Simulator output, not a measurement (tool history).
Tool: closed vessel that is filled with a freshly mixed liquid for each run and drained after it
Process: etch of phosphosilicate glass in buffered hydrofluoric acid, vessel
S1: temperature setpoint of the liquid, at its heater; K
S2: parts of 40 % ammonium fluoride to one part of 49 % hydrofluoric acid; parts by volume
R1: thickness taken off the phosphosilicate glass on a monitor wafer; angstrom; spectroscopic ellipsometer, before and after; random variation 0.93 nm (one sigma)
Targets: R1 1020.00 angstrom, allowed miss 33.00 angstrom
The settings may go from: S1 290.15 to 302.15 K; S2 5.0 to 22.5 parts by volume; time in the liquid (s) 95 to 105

run 1 hour=0.0 | S1=294.15 S2=13.5 time_in_the_liquid_(s)=95 | R1=1552.30
run 2 hour=5.5 | S1=293.65 S2=14.0 time_in_the_liquid_(s)=95 | R1=1447.60
run 3 hour=7.9 | S1=292.15 S2=14.0 time_in_the_liquid_(s)=95 | R1=1347.40
run 4 hour=15.5 | S1=291.65 S2=14.5 time_in_the_liquid_(s)=95 | R1=1265.80
run 5 hour=20.1 | S1=291.15 S2=15.0 time_in_the_liquid_(s)=95 | R1=1183.10
run 6 hour=21.1 | S1=294.15 S2=15.0 time_in_the_liquid_(s)=95 | R1=1399.30
run 7 hour=29.3 | S1=293.65 S2=15.5 time_in_the_liquid_(s)=95 | R1=1358.20
run 8 hour=32.5 | S1=290.15 S2=18.0 time_in_the_liquid_(s)=95 | R1=949.44
run 9 hour=33.9 | S1=290.65 S2=18.0 time_in_the_liquid_(s)=95 | R1=958.63

4 next moves are on the table. One of them brings every result within its allowed miss. Which?
run A hour=35.3 | S1=290.65 S2=21.5 time_in_the_liquid_(s)=100 | R1=?
run B hour=35.3 | S1=290.15 S2=17.5 time_in_the_liquid_(s)=100 | R1=?
run C hour=35.3 | S1=290.15 S2=18.0 time_in_the_liquid_(s)=95 | R1=?
run D hour=35.3 | S1=290.15 S2=18.5 time_in_the_liquid_(s)=95 | R1=?

move=A R1=878.73
move=B R1=1024.40
move=C R1=946.46
move=D R1=921.18
A: further off than the last run
B: meets every target
C: further off than the last run
D: further off than the last run
Answer: B
